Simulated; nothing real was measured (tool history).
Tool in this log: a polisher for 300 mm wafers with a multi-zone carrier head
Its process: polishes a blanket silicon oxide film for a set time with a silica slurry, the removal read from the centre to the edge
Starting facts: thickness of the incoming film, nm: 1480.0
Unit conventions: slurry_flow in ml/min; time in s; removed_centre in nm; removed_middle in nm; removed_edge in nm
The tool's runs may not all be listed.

| run | hour | slurry_flow | centre_zone | middle_zone | edge_zone | slurry_solids | time | removed_centre | removed_middle | removed_edge |
|---|---|---|---|---|---|---|---|---|---|---|
| 1 | 0 | 155 | 1 | 1 | 1 | 1 | 75 | 227.63 | 232.58 | 230.63 |
| 2 | 0.8 | 155 | 1 | 1.07 | 1 | 1 | 75 | 228.55 | 252.79 | 227.81 |
| 3 | 8.3 | 155 | 1 | 1.1 | 1 | 1 | 75 | 228.75 | 251.53 | 227.59 |
| 4 | 15.6 | 155 | 1 | 1.1 | 1 | 1.15 | 75 | 244.62 | 273.66 | 241.98 |
| 5 | 17.8 | 155 | 1 | 1.1 | 1 | 1.05 | 75 | 235.72 | 262.05 | 236.5 |
| 6 | 20.9 | 155 | 1 | 1.05 | 1 | 1.05 | 75 | 237.66 | 250.74 | 233.29 |
| 7 | 21.5 | 140 | 0.91 | 0.95 | 0.9 | 0.8 | 60 | 145.09 | 155.5 | 152.55 |
| 8 | 28.3 | 135 | 0.92 | 0.95 | 0.88 | 0.8 | 60 | 143.61 | 154.79 | 149.01 |

Run 9 has not been measured yet. What should we expect?
| 9 | 31.4 | 135 | 0.93 | 0.95 | 0.87 | 0.8 | 60 | ? | ? | ? |

Run 9 measured removed_centre 145.61 nm, removed_middle 158.61 nm, removed_edge 149.64 nm.
